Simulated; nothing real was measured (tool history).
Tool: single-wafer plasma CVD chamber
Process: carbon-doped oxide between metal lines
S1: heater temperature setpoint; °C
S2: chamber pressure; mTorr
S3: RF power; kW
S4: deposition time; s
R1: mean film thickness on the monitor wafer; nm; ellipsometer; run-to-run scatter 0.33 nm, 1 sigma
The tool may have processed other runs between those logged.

| run | hour | S1 | S2 | S3 | S4 | R1 |
|---|---|---|---|---|---|---|
| 1 | 0.0 | 335 | 5700 | 0.440 | 15.0 | 74.151 |
| 2 | 2.5 | 338 | 5400 | 0.420 | 15.0 | 69.410 |
| 3 | 10.6 | 342 | 5150 | 0.415 | 15.0 | 67.380 |
| 4 | 19.4 | 342 | 4500 | 0.415 | 15.0 | 65.714 |
| 5 | 22.7 | 347 | 4500 | 0.415 | 15.0 | 64.451 |
| 6 | 30.4 | 349 | 4410 | 0.415 | 15.0 | 64.273 |
| 7 | 35.1 | 350 | 4270 | 0.415 | 15.0 | 64.178 |

Run 8 comes next. What will it give?
| 8 | 43.0 | 351 | 4110 | 0.415 | 15.0 | ? |

For run 8 the tool returned R1 63.120 nm.

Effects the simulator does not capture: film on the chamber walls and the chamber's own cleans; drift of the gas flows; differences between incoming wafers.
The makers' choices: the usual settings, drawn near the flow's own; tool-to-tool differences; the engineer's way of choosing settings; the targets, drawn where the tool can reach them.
